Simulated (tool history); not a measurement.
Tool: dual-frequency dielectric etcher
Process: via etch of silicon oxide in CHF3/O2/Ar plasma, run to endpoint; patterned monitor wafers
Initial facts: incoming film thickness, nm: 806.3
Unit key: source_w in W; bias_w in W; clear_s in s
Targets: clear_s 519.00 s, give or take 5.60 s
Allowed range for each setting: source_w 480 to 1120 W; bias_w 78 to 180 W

| run | hour | source_w | bias_w | clear_s |
|---|---|---|---|---|
| 1 | 0.0 | 800 | 129 | 441.21 |
| 2 | 4.0 | 800 | 113 | 456.54 |
| 3 | 10.9 | 800 | 127 | 440.56 |
| 4 | 18.1 | 700 | 125 | 469.47 |
| 5 | 27.2 | 640 | 124 | 488.08 |
| 6 | 33.4 | 700 | 124 | 468.50 |
| 7 | 35.4 | 640 | 123 | 492.36 |
| 8 | 39.4 | 610 | 123 | 497.89 |
| 9 | 46.5 | 590 | 123 | 508.80 |
| 10 | 54.5 | 580 | 123 | 508.56 |

Below are 4 possible settings for the next run. Only one of them brings all results inside the allowed miss of their targets. Which is it?
| A | 62.5 | 610 | 122 | ? |
| B | 62.5 | 620 | 126 | ? |
| C | 62.5 | 500 | 149 | ? |
| D | 62.5 | 540 | 140 | ? |

| move | clear_s |
|---|---|
| A | 501.62 |
| B | 493.86 |
| C | 517.30 |
| D | 509.27 |
A: lands further from the targets than the last run did
B: lands further from the targets than the last run did
C: hits every target within its allowed miss
D: an improvement on the last run, though not all results are within tolerance
Move C is the one to make.

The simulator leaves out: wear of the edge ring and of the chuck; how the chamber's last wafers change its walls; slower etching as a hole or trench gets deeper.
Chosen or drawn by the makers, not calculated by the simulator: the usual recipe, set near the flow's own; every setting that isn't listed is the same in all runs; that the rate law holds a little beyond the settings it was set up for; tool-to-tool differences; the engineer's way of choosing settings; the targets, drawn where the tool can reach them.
